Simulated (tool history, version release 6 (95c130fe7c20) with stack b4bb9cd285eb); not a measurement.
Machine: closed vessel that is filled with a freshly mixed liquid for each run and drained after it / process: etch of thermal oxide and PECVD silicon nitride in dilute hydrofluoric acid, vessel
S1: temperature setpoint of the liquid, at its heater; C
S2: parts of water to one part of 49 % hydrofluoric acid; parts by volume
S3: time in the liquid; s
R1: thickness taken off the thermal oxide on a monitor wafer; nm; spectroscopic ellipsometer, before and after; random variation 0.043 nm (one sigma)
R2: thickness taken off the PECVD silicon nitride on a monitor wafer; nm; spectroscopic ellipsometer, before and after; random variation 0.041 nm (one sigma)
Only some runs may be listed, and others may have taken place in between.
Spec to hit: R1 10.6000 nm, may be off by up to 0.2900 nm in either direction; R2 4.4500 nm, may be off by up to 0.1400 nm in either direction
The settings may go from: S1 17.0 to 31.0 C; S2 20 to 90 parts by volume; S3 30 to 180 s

| run | day | S1 | S2 | S3 | R1 | R2 |
|---|---|---|---|---|---|---|
| 1 | 0.000 | 23.0 | 50 | 90 | 9.0316 | 4.1322 |
| 2 | 0.271 | 22.5 | 45 | 90 | 9.8349 | 4.4124 |
| 3 | 0.425 | 22.5 | 60 | 90 | 7.3224 | 3.3177 |
| 4 | 0.508 | 22.0 | 55 | 90 | 7.8574 | 3.5056 |
| 5 | 0.779 | 21.5 | 50 | 90 | 8.4546 | 3.6988 |
| 6 | 0.950 | 24.0 | 50 | 90 | 9.4979 | 4.4160 |
| 7 | 1.308 | 21.0 | 35 | 85 | 11.4320 | 4.8131 |
| 8 | 1.342 | 20.5 | 40 | 85 | 9.7136 | 4.0768 |
| 9 | 1.529 | 21.0 | 35 | 85 | 11.4430 | 4.9041 |
| 10 | 1.696 | 21.0 | 35 | 85 | 11.3430 | 4.8366 |
| 11 | 1.875 | 20.5 | 35 | 85 | 11.2010 | 4.6060 |
| 12 | 2.225 | 20.5 | 35 | 85 | 11.1520 | 4.6969 |
| 13 | 2.538 | 20.0 | 35 | 85 | 10.9800 | 4.5648 |

4 next moves are on the table. One of them brings every result within its allowed miss. Which?
| A | 2.850 | 19.5 | 35 | 90 | ? | ? |
| B | 2.850 | 22.0 | 45 | 100 | ? | ? |
| C | 2.850 | 21.0 | 25 | 60 | ? | ? |
| D | 2.850 | 21.5 | 30 | 65 | ? | ? |

| move | R1 | R2 |
|---|---|---|
| A | 11.3560 | 4.7006 |
| B | 10.7630 | 4.8573 |
| C | 11.4410 | 4.8082 |
| D | 10.4810 | 4.5236 |
A: its largest miss is bigger than the last run's
B: corrects the largest miss of the last run, while another result sits out of spec
C: its largest miss is bigger than the last run's
D: meets every target
The right move is D.
